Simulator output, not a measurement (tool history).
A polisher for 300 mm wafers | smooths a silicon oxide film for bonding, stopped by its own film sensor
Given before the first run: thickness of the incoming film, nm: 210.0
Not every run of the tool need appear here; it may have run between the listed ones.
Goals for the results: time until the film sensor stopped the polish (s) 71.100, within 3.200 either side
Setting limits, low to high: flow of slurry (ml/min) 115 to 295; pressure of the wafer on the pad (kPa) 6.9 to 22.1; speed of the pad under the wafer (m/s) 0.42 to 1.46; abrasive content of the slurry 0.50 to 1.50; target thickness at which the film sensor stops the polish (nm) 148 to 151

| run | day | flow of slurry (ml/min) | pressure of the wafer on the pad (kPa) | speed of the pad under the wafer (m/s) | abrasive content of the slurry | target thickness at which the film sensor stops the polish (nm) | time until the film sensor stopped the polish (s) |
|---|---|---|---|---|---|---|---|
| 1 | 0.000 | 190 | 14.5 | 0.94 | 1.00 | 151 | 109.940 |
| 2 | 0.117 | 190 | 12.4 | 0.94 | 1.00 | 151 | 133.190 |
| 3 | 0.379 | 190 | 13.8 | 0.94 | 1.00 | 151 | 120.190 |
| 4 | 0.617 | 190 | 13.8 | 0.76 | 1.00 | 151 | 138.420 |
| 5 | 0.721 | 190 | 15.2 | 0.76 | 1.00 | 151 | 129.470 |
| 6 | 0.846 | 220 | 15.2 | 0.76 | 1.00 | 151 | 130.210 |
| 7 | 1.067 | 220 | 15.9 | 0.78 | 1.00 | 151 | 119.800 |
| 8 | 1.138 | 220 | 15.9 | 0.78 | 1.00 | 151 | 118.740 |
| 9 | 1.433 | 225 | 20.0 | 0.90 | 1.00 | 151 | 84.652 |
| 10 | 1.692 | 225 | 21.4 | 0.94 | 1.00 | 151 | 74.734 |

Exactly one of the 5 candidate moves below puts every result within its allowed miss. Which one?
| A | 1.950 | 215 | 20.0 | 1.00 | 1.20 | 151 | ? |
| B | 1.950 | 215 | 22.1 | 0.92 | 0.95 | 149 | ? |
| C | 1.950 | 210 | 22.1 | 1.06 | 0.75 | 150 | ? |
| D | 1.950 | 260 | 22.1 | 1.04 | 1.15 | 151 | ? |
| E | 1.950 | 215 | 22.1 | 0.88 | 1.00 | 150 | ? |

| move | time until the film sensor stopped the polish (s) |
|---|---|
| A | 70.521 |
| B | 78.129 |
| C | 77.097 |
| D | 62.112 |
| E | 77.789 |
A: in spec on every target
B: its largest miss is bigger than the last run's
C: its largest miss is bigger than the last run's
D: takes the result that was furthest off past its target
E: its largest miss is bigger than the last run's
A meets every target.
